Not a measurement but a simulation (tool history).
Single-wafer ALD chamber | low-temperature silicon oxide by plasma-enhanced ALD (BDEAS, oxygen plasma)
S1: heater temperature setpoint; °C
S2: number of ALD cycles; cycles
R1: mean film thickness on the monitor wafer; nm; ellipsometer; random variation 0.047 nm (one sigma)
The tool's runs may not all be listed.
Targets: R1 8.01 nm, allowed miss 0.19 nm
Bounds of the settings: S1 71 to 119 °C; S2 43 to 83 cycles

run  hour   S1  S2      R1
  1     0   95  63  9.0493
  2   5.8   95  70  9.9351
  3   9.8   95  77  11.045
  4  14.3  104  77  10.848
  5  15.6  105  71  9.9691
     16.9  -- thermocouple changed; heater temperature recalibrated
  6  16.9  105  80  11.342
  7  24.1  117  70  9.6321
  8  28.6  118  67  9.3316
  9  31.6  118  64  8.9867
 10  38.4  118  62  8.5733
 11  42.2  118  61    8.52
 12  47.2  118  60  8.3084
 13  52.8  118  60  8.2692

4 next moves are on the table. One of them brings every result within its allowed miss. Which?
  A  58.4  119  63   ?
  B  58.4  117  61   ?
  C  58.4  119  58   ?
  D  58.4  115  62   ?

move      R1
   A   8.801
   B  8.5495
   C  8.1025
   D   8.718
A: further off than the last run
B: further off than the last run
C: meets every target
D: further off than the last run
Move C is the one to make.

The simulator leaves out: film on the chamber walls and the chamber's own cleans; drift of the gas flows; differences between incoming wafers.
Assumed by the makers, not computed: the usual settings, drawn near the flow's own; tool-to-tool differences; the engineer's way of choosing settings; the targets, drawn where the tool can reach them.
